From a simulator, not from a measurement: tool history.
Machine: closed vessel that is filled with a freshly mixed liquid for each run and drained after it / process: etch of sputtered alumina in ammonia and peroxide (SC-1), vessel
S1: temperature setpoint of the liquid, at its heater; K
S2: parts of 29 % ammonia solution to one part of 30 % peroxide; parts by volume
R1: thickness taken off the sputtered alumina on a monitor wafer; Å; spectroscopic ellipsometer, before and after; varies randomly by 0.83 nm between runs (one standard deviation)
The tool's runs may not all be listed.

{"run": 1, "hour": 0.0, "S1": 324.15, "S2": 0.7, "time in the liquid (s)": 1370, "R1": 616.52}
{"run": 2, "hour": 5.3, "S1": 324.15, "S2": 0.7, "time in the liquid (s)": 1370, "R1": 607.1}
{"run": 3, "hour": 9.6, "S1": 324.15, "S2": 0.7, "time in the liquid (s)": 1460, "R1": 645.68}
{"run": 4, "hour": 18.3, "S1": 325.65, "S2": 0.7, "time in the liquid (s)": 1460, "R1": 709.79}
{"run": 5, "hour": 24.2, "S1": 327.15, "S2": 0.7, "time in the liquid (s)": 1460, "R1": 764.85}
{"run": 6, "hour": 30.4, "S1": 327.15, "S2": 0.7, "time in the liquid (s)": 1460, "R1": 770.72}
{"run": 7, "hour": 33.2, "S1": 328.15, "S2": 0.7, "time in the liquid (s)": 1460, "R1": 813.89}
{"run": 8, "hour": 41.5, "S1": 329.15, "S2": 0.7, "time in the liquid (s)": 1460, "R1": 856.87}

What does the tool deliver on the next run?
{"run": 9, "hour": 44.9, "S1": 329.65, "S2": 0.7, "time in the liquid (s)": 1460, "R1": "?"}

R1: 872.01 Å

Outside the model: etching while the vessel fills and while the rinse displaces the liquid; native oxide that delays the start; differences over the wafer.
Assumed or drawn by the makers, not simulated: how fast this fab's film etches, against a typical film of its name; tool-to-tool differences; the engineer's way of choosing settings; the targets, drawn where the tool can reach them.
